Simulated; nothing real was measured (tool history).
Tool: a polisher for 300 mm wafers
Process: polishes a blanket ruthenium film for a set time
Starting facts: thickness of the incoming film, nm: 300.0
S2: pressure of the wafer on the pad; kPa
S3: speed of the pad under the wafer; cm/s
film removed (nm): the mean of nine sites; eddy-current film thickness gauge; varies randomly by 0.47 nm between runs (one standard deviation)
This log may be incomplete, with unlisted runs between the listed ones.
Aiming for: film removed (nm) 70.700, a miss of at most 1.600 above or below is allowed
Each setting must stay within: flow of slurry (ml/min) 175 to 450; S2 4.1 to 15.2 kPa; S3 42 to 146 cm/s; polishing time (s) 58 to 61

{"run": 1, "hour": 0.0, "flow of slurry (ml/min)": 290, "S2": 9.7, "S3": 94, "polishing time (s)": 58, "film removed (nm)": 41.23}
{"run": 2, "hour": 8.6, "flow of slurry (ml/min)": 295, "S2": 10.3, "S3": 94, "polishing time (s)": 58, "film removed (nm)": 44.694}
{"run": 3, "hour": 9.2, "flow of slurry (ml/min)": 295, "S2": 10.3, "S3": 94, "polishing time (s)": 61, "film removed (nm)": 46.253}
{"run": 4, "hour": 13.4, "flow of slurry (ml/min)": 295, "S2": 10.3, "S3": 84, "polishing time (s)": 61, "film removed (nm)": 42.399}
{"run": 5, "hour": 21.5, "flow of slurry (ml/min)": 295, "S2": 11.0, "S3": 84, "polishing time (s)": 61, "film removed (nm)": 44.726}
{"run": 6, "hour": 29.2, "flow of slurry (ml/min)": 300, "S2": 11.7, "S3": 86, "polishing time (s)": 61, "film removed (nm)": 48.751}
{"run": 7, "hour": 34.6, "flow of slurry (ml/min)": 310, "S2": 14.5, "S3": 90, "polishing time (s)": 61, "film removed (nm)": 62.813}
{"run": 8, "hour": 37.0, "flow of slurry (ml/min)": 310, "S2": 15.2, "S3": 94, "polishing time (s)": 61, "film removed (nm)": 67.344}

Which single option among these 4 for the next run brings every result within its allowed miss of target? Just one does.
{"run": "A", "hour": 39.4, "flow of slurry (ml/min)": 310, "S2": 15.2, "S3": 90, "polishing time (s)": 61, "film removed (nm)": "?"}
{"run": "B", "hour": 39.4, "flow of slurry (ml/min)": 250, "S2": 14.5, "S3": 108, "polishing time (s)": 60, "film removed (nm)": "?"}
{"run": "C", "hour": 39.4, "flow of slurry (ml/min)": 300, "S2": 15.2, "S3": 92, "polishing time (s)": 61, "film removed (nm)": "?"}
{"run": "D", "hour": 39.4, "flow of slurry (ml/min)": 245, "S2": 15.2, "S3": 94, "polishing time (s)": 61, "film removed (nm)": "?"}

move=A film_removed_(nm)=65.086
move=B film_removed_(nm)=70.954
move=C film_removed_(nm)=66.227
move=D film_removed_(nm)=66.241
A: the biggest miss grows against the last run
B: meets every target
C: the biggest miss grows against the last run
D: the biggest miss grows against the last run
Go with B: it meets all targets.
